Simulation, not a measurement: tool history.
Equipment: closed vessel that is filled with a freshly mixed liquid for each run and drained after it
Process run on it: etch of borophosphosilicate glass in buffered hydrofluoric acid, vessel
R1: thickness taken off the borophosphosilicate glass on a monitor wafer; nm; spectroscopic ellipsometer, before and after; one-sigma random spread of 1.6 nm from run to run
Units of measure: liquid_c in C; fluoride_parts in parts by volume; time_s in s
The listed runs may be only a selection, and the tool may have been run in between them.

{"run": 1, "day": 0.0, "liquid_c": 20.0, "fluoride_parts": 11, "time_s": 85, "R1": 136.93}
{"run": 2, "day": 0.362, "liquid_c": 18.0, "fluoride_parts": 11, "time_s": 85, "R1": 122.72}
{"run": 3, "day": 0.633, "liquid_c": 19.5, "fluoride_parts": 11, "time_s": 85, "R1": 132.32}
{"run": 4, "day": 0.717, "liquid_c": 20.5, "fluoride_parts": 11, "time_s": 85, "R1": 140.09}
{"run": 5, "day": 1.054, "liquid_c": 21.0, "fluoride_parts": 11, "time_s": 85, "R1": 142.33}
{"run": 6, "day": 1.133, "liquid_c": 19.5, "fluoride_parts": 11, "time_s": 85, "R1": 130.52}
{"run": 7, "day": 1.392, "liquid_c": 20.5, "fluoride_parts": 11, "time_s": 85, "R1": 138.72}
{"run": 8, "day": 1.583, "liquid_c": 21.0, "fluoride_parts": 11, "time_s": 85, "R1": 143.59}
{"run": 9, "day": 1.671, "liquid_c": 21.5, "fluoride_parts": 11, "time_s": 85, "R1": 146.33}
{"run": 10, "day": 1.996, "liquid_c": 22.0, "fluoride_parts": 11, "time_s": 85, "R1": 150.54}

Estimate the outcome of run 11 from the log above:
{"run": 11, "day": 2.121, "liquid_c": 26.0, "fluoride_parts": 11, "time_s": 85, "R1": "?"}

{"run 11": {"R1": 187.88}}
